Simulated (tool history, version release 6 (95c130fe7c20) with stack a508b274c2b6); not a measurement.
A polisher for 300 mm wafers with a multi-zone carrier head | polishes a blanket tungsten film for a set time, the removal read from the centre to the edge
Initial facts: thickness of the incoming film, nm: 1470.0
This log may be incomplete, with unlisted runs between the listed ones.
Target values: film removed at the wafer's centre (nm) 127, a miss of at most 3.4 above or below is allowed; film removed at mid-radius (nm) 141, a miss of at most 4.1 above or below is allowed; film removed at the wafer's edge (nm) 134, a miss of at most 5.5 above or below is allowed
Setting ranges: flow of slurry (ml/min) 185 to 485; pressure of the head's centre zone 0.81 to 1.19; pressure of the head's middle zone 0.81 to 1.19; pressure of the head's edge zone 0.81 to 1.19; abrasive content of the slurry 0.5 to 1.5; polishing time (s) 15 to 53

run   hour  flow of slurry (ml/min)  pressure of the head's centre zone  pressure of the head's middle zone  pressure of the head's edge zone  abrasive content of the slurry  polishing time (s)  film removed at the wafer's centre (nm)  film removed at mid-radius (nm)  film removed at the wafer's edge (nm)
  1      0                      310                                   1                                   1                                 1                               1                  34                                   173.51                           179.41                                 182.62
  2      2                      310                                0.99                                   1                              0.98                            0.95                  34                                   167.72                            180.9                                 179.37
  3   10.4                      310                                0.99                                0.94                              0.98                            0.95                  34                                   168.43                           169.37                                 179.79
  4   18.3                      310                                0.99                                0.94                              0.97                             0.9                  34                                   164.43                           166.94                                 173.33
  5   21.3                      310                                0.98                                0.93                              0.96                            0.85                  34                                   159.27                            162.1                                 170.65
  6   22.1                      310                                0.98                                0.93                              0.95                             0.8                  34                                   157.81                           156.61                                 168.17
  7   30.8                      310                                0.98                                0.94                              0.94                            0.75                  34                                   152.01                           156.22                                 161.77
  8   36.8                      310                                0.98                                0.94                              0.93                             0.7                  34                                   149.17                           152.64                                 158.18
  9     39                      310                                0.98                                0.94                              0.92                             0.7                  34                                   148.93                           151.54                                 156.49
 10   45.9                      310                                0.97                                0.94                              0.91                             0.7                  34                                   150.52                            150.9                                 156.85
 11   47.3                      310                                0.96                                0.95                               0.9                             0.7                  34                                   148.61                           152.32                                 156.04
 12   51.3                      310                                0.95                                0.96                              0.89                             0.7                  34                                   143.99                           154.34                                 151.13
 13   53.5                      310                                0.94                                0.96                              0.88                             0.7                  34                                   144.05                            153.8                                 153.89
 14   60.9                      310                                0.94                                0.96                              0.87                             0.7                  34                                   143.53                           154.28                                 150.46
      67.6  -- worn pad replaced by a new one
 15   67.6                      310                                0.94                                0.96                              0.86                             0.7                  34                                   152.37                           163.89                                 158.44
 16   74.3                      315                                0.94                                0.97                              0.87                             0.7                  34                                   152.53                           164.59                                 161.09
 17   83.3                      270                                 0.9                                0.95                              0.81                             0.5                  31                                   113.88                            129.5                                 123.59
 18   90.1                      280                                 0.9                                0.95                              0.81                             0.5                  31                                   114.56                           127.88                                 121.95
 19     97                      285                                0.97                                1.03                              0.91                            0.65                  31                                   137.21                           154.21                                 145.77
 20   99.7                      280                                0.97                                1.03                               0.9                            0.65                  31                                   139.93                           154.13                                 145.98
 21    102                      275                                0.97                                1.02                              0.89                            0.65                  31                                   138.65                           150.95                                 141.53
 22  109.6                      270                                0.97                                1.02                              0.89                            0.65                  31                                   137.54                           152.51                                 141.89

Which one of the following 4 next-run settings gets every result inside its allowed miss? There is exactly one.
  A  117.2                      345                                0.97                                0.92                              0.96                             0.6                  33                                        ?                                ?                                      ?
  B  117.2                      280                                0.91                                 1.1                              0.89                            0.65                  32                                        ?                                ?                                      ?
  C  117.2                      265                                0.99                                1.07                              0.99                            0.65                  28                                        ?                                ?                                      ?
  D  117.2                      270                                0.93                                1.07                                 1                            0.55                  33                                        ?                                ?                                      ?

move  film removed at the wafer's centre (nm)  film removed at mid-radius (nm)  film removed at the wafer's edge (nm)
   A                                   145.89                           145.06                                 155.02
   B                                   135.18                           166.79                                 147.96
   C                                   128.29                              142                                 135.81
   D                                    133.1                           156.93                                 150.73
A: the biggest miss grows against the last run
B: the biggest miss grows against the last run
C: in spec on every target
D: the biggest miss grows against the last run
Correct choice: C, which meets every target
